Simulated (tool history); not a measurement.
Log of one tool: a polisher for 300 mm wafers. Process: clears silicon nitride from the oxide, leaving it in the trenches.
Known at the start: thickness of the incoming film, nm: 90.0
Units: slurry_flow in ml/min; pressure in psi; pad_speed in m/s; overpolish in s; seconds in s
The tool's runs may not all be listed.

run	hour	slurry_flow	pressure	pad_speed	overpolish	seconds
1	0	155	2.9	0.96	16	96.838
2	6.2	195	2.9	0.96	16	92.968
3	15	195	2.8	0.96	16	97.428
4	18.9	195	2.7	0.96	16	100.02
5	23.5	195	2.6	0.96	16	103.18
6	28.4	180	2.6	0.96	16	106.67

The next listed run, before its measurement:
7	30.4	175	2.6	0.96	16	?

seconds: 107.74 s
